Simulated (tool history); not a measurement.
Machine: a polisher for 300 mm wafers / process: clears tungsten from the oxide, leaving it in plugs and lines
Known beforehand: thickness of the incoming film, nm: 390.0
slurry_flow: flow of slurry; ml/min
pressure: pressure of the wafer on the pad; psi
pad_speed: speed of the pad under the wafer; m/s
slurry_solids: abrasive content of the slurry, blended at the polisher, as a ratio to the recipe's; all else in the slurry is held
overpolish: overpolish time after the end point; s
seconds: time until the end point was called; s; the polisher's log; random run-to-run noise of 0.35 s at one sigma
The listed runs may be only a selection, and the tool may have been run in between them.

run,hour,slurry_flow,pressure,pad_speed,slurry_solids,overpolish,seconds
1,0.0,280,3.7,1.24,1.0,3,57.747
2,5.7,280,4.0,1.24,1.0,3,52.330
3,12.7,280,4.2,1.24,1.0,3,50.386
4,15.8,280,4.2,1.24,0.9,3,51.664
5,16.5,310,4.2,1.24,0.9,3,50.848
6,17.5,310,4.4,1.24,0.9,3,48.964
7,26.1,310,4.6,1.24,0.9,3,46.486

The next listed run, before its measurement:
8,26.8,310,4.8,1.24,0.9,3,?

{"run 8": {"seconds": 45.211}}
